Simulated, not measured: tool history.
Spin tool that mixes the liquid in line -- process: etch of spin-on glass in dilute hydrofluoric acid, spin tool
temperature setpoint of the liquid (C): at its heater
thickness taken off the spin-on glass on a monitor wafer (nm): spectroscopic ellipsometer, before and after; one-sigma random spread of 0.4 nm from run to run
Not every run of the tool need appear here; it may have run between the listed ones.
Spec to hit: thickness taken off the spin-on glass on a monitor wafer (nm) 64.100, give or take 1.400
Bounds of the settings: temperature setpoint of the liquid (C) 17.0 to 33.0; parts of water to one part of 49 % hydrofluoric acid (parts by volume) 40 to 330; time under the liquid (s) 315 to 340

run	day	temperature setpoint of the liquid (C)	parts of water to one part of 49 % hydrofluoric acid (parts by volume)	time under the liquid (s)	thickness taken off the spin-on glass on a monitor wafer (nm)
1	0.000	25.0	185	315	82.841
2	0.029	25.0	185	340	88.886
3	0.075	22.5	185	340	81.496
4	0.446	22.0	185	340	79.541
5	0.508	22.0	120	340	130.940
6	0.875	21.5	125	340	122.850
7	0.921	21.0	130	340	116.240
8	1.075	20.5	135	340	107.990
9	1.350	20.0	140	340	102.220
10	1.475	20.0	140	340	101.200
11	1.546	19.5	145	340	96.243
12	1.571	17.0	205	340	58.151
13	1.888	18.5	205	340	61.719
14	2.188	19.0	205	340	63.377

Exactly one of the 4 candidate moves below puts every result within its allowed miss. Which one?
A	2.488	19.0	195	315	?
B	2.488	17.5	200	340	?
C	2.488	20.0	205	320	?
D	2.488	17.0	175	315	?

move	thickness taken off the spin-on glass on a monitor wafer (nm)
A	61.390
B	60.610
C	61.075
D	64.389
A: the biggest miss grows against the last run
B: the biggest miss grows against the last run
C: the biggest miss grows against the last run
D: in spec on every target
The move that meets every target is D.
